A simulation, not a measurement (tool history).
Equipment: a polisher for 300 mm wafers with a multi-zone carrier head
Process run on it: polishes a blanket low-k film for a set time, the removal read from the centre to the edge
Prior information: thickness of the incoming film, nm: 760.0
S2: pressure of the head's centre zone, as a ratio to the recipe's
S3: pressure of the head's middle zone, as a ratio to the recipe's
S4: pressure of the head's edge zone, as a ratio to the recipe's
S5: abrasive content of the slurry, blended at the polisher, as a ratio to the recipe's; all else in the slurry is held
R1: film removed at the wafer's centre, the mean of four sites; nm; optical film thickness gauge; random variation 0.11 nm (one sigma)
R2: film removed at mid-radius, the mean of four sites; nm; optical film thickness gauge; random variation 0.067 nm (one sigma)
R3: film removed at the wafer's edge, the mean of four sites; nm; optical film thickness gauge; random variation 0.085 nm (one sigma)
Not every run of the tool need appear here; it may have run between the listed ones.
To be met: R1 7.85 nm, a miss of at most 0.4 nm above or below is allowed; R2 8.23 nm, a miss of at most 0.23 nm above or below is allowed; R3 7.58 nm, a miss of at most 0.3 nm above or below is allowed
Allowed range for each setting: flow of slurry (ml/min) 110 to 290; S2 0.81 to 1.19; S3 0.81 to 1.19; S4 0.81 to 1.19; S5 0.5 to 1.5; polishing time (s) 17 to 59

{"run": 1, "hour": 0.0, "flow of slurry (ml/min)": 185, "S2": 1, "S3": 1, "S4": 1, "S5": 1, "polishing time (s)": 38, "R1": 12.84, "R2": 12.672, "R3": 12.954}
{"run": 2, "hour": 5.2, "flow of slurry (ml/min)": 185, "S2": 1, "S3": 1, "S4": 1, "S5": 0.9, "polishing time (s)": 38, "R1": 11.89, "R2": 11.463, "R3": 11.948}
{"run": 3, "hour": 8.5, "flow of slurry (ml/min)": 185, "S2": 1, "S3": 1, "S4": 1.08, "S5": 0.9, "polishing time (s)": 38, "R1": 12.177, "R2": 11.694, "R3": 12.307}
{"run": 4, "hour": 15.1, "flow of slurry (ml/min)": 185, "S2": 1.05, "S3": 1, "S4": 1.08, "S5": 0.9, "polishing time (s)": 38, "R1": 12.515, "R2": 11.697, "R3": 12.29}
{"run": 5, "hour": 18.2, "flow of slurry (ml/min)": 185, "S2": 1.05, "S3": 1, "S4": 1.08, "S5": 0.9, "polishing time (s)": 30, "R1": 9.8584, "R2": 9.2454, "R3": 9.8684}
{"run": 6, "hour": 26.3, "flow of slurry (ml/min)": 185, "S2": 1.05, "S3": 1.02, "S4": 1.06, "S5": 0.85, "polishing time (s)": 30, "R1": 9.4179, "R2": 8.9253, "R3": 9.1616}
{"run": 7, "hour": 30.6, "flow of slurry (ml/min)": 180, "S2": 1.04, "S3": 1.03, "S4": 1.05, "S5": 0.85, "polishing time (s)": 30, "R1": 9.2287, "R2": 8.9991, "R3": 9.2344}
{"run": 8, "hour": 36.0, "flow of slurry (ml/min)": 175, "S2": 1.04, "S3": 1.04, "S4": 1.03, "S5": 0.85, "polishing time (s)": 30, "R1": 8.9333, "R2": 8.9242, "R3": 8.9833}
{"run": 9, "hour": 37.0, "flow of slurry (ml/min)": 170, "S2": 1.05, "S3": 1.05, "S4": 1.01, "S5": 0.85, "polishing time (s)": 30, "R1": 9.387, "R2": 8.936, "R3": 8.902}
{"run": 10, "hour": 44.0, "flow of slurry (ml/min)": 160, "S2": 0.95, "S3": 1.08, "S4": 0.91, "S5": 0.6, "polishing time (s)": 30, "R1": 5.5911, "R2": 6.2173, "R3": 5.6619}
{"run": 11, "hour": 51.0, "flow of slurry (ml/min)": 175, "S2": 0.96, "S3": 1.09, "S4": 0.93, "S5": 0.6, "polishing time (s)": 30, "R1": 5.7632, "R2": 6.2268, "R3": 5.7924}
{"run": 12, "hour": 55.8, "flow of slurry (ml/min)": 170, "S2": 0.98, "S3": 1.1, "S4": 0.95, "S5": 0.6, "polishing time (s)": 30, "R1": 5.8213, "R2": 6.3969, "R3": 5.8765}
{"run": 13, "hour": 58.2, "flow of slurry (ml/min)": 170, "S2": 1, "S3": 1.11, "S4": 0.97, "S5": 0.6, "polishing time (s)": 30, "R1": 5.888, "R2": 6.3615, "R3": 5.9463}
{"run": 14, "hour": 66.6, "flow of slurry (ml/min)": 170, "S2": 1.01, "S3": 1.12, "S4": 0.97, "S5": 0.65, "polishing time (s)": 30, "R1": 6.6533, "R2": 7.2673, "R3": 6.8016}
{"run": 15, "hour": 69.0, "flow of slurry (ml/min)": 175, "S2": 1.02, "S3": 1.13, "S4": 0.97, "S5": 0.65, "polishing time (s)": 30, "R1": 7.0493, "R2": 7.2311, "R3": 6.7522}
{"run": 16, "hour": 74.9, "flow of slurry (ml/min)": 175, "S2": 1.02, "S3": 1.14, "S4": 0.97, "S5": 0.65, "polishing time (s)": 30, "R1": 6.8805, "R2": 7.2983, "R3": 6.6594}
{"run": 17, "hour": 79.5, "flow of slurry (ml/min)": 180, "S2": 1.02, "S3": 1.15, "S4": 0.98, "S5": 0.65, "polishing time (s)": 30, "R1": 6.6642, "R2": 7.4343, "R3": 6.6983}
{"run": 18, "hour": 85.2, "flow of slurry (ml/min)": 225, "S2": 1.12, "S3": 1.15, "S4": 1.07, "S5": 0.8, "polishing time (s)": 30, "R1": 9.8545, "R2": 9.6882, "R3": 8.9649}
{"run": 19, "hour": 87.6, "flow of slurry (ml/min)": 175, "S2": 1.08, "S3": 1.16, "S4": 1.03, "S5": 0.8, "polishing time (s)": 30, "R1": 9.0676, "R2": 9.3629, "R3": 8.4474}
{"run": 20, "hour": 88.9, "flow of slurry (ml/min)": 175, "S2": 1.07, "S3": 1.15, "S4": 1.02, "S5": 0.8, "polishing time (s)": 30, "R1": 9.0494, "R2": 9.307, "R3": 8.6441}
{"run": 21, "hour": 93.8, "flow of slurry (ml/min)": 145, "S2": 1.06, "S3": 1.16, "S4": 0.99, "S5": 0.55, "polishing time (s)": 30, "R1": 5.161, "R2": 5.533, "R3": 5.0713}
{"run": 22, "hour": 99.3, "flow of slurry (ml/min)": 160, "S2": 1.06, "S3": 1.16, "S4": 1, "S5": 0.55, "polishing time (s)": 30, "R1": 5.3034, "R2": 5.6545, "R3": 5.0754}
{"run": 23, "hour": 100.5, "flow of slurry (ml/min)": 175, "S2": 1.05, "S3": 1.15, "S4": 1, "S5": 0.55, "polishing time (s)": 30, "R1": 5.5317, "R2": 5.7089, "R3": 5.2175}
{"run": 24, "hour": 105.1, "flow of slurry (ml/min)": 185, "S2": 1.04, "S3": 1.14, "S4": 1, "S5": 0.55, "polishing time (s)": 30, "R1": 5.3687, "R2": 5.7628, "R3": 5.192}
{"run": 25, "hour": 111.8, "flow of slurry (ml/min)": 175, "S2": 1.03, "S3": 1.14, "S4": 0.98, "S5": 0.6, "polishing time (s)": 30, "R1": 6.3415, "R2": 6.5402, "R3": 5.9629}
{"run": 26, "hour": 112.7, "flow of slurry (ml/min)": 185, "S2": 1.02, "S3": 1.13, "S4": 0.98, "S5": 0.6, "polishing time (s)": 30, "R1": 6.2312, "R2": 6.6843, "R3": 6.0442}
{"run": 27, "hour": 113.8, "flow of slurry (ml/min)": 235, "S2": 1.11, "S3": 1.17, "S4": 1.08, "S5": 0.85, "polishing time (s)": 30, "R1": 10.251, "R2": 10.374, "R3": 9.6178}
{"run": 28, "hour": 117.2, "flow of slurry (ml/min)": 225, "S2": 1.1, "S3": 1.16, "S4": 1.06, "S5": 0.85, "polishing time (s)": 30, "R1": 10.215, "R2": 10.23, "R3": 9.5484}
{"run": 29, "hour": 125.7, "flow of slurry (ml/min)": 215, "S2": 1.09, "S3": 1.15, "S4": 1.05, "S5": 0.85, "polishing time (s)": 30, "R1": 10.217, "R2": 10.031, "R3": 9.4004}

Which one of the following 5 next-run settings gets every result inside its allowed miss? There is exactly one.
{"run": "A", "hour": 134.2, "flow of slurry (ml/min)": 220, "S2": 1.08, "S3": 1.18, "S4": 1.1, "S5": 0.8, "polishing time (s)": 25, "R1": "?", "R2": "?", "R3": "?"}
{"run": "B", "hour": 134.2, "flow of slurry (ml/min)": 250, "S2": 1.14, "S3": 1.11, "S4": 1.03, "S5": 0.9, "polishing time (s)": 24, "R1": "?", "R2": "?", "R3": "?"}
{"run": "C", "hour": 134.2, "flow of slurry (ml/min)": 215, "S2": 1.02, "S3": 1.02, "S4": 1.09, "S5": 0.95, "polishing time (s)": 37, "R1": "?", "R2": "?", "R3": "?"}
{"run": "D", "hour": 134.2, "flow of slurry (ml/min)": 220, "S2": 1.08, "S3": 1.18, "S4": 1.05, "S5": 0.85, "polishing time (s)": 35, "R1": "?", "R2": "?", "R3": "?"}
{"run": "E", "hour": 134.2, "flow of slurry (ml/min)": 225, "S2": 1.11, "S3": 0.9, "S4": 1.04, "S5": 1.3, "polishing time (s)": 20, "R1": "?", "R2": "?", "R3": "?"}

move=A R1=7.882 R2=8.2481 R3=7.6026
move=B R1=8.9995 R2=8.4482 R3=7.9596
move=C R1=12.63 R2=12.38 R3=12.911
move=D R1=11.647 R2=12.189 R3=11.015
move=E R1=9.0303 R2=7.3175 R3=8.3123
A: every result lands within tolerance
B: the worst result of the last run now meets its target, but another is out of spec
C: its largest miss is bigger than the last run's
D: its largest miss is bigger than the last run's
E: pushes the last run's worst result past its target
So the answer is move A, the one that meets all the targets.
